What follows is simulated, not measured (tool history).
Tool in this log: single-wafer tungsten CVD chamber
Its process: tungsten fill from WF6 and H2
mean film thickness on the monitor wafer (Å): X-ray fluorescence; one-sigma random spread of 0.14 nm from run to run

run,hour,heater temperature setpoint (K),chamber pressure (Torr),deposition time (s),mean film thickness on the monitor wafer (Å)
1,0.0,653.15,30.5,19.7,397.64
2,4.2,654.15,30.5,19.7,404.96
3,7.2,655.15,30.5,19.7,412.63
4,7.9,650.15,30.5,19.7,376.28
5,9.7,650.15,30.5,18.8,359.23
6,16.5,650.15,30.5,19.7,377.74
7,20.0,650.15,30.5,19.7,379.38
8,24.2,652.15,30.6,19.7,392.64
9,32.5,654.15,30.6,19.7,406.21
10,34.1,655.15,30.6,19.7,414.79

Forecast run 11:
11,39.6,656.15,30.6,19.7,?

mean film thickness on the monitor wafer (Å): 422.09

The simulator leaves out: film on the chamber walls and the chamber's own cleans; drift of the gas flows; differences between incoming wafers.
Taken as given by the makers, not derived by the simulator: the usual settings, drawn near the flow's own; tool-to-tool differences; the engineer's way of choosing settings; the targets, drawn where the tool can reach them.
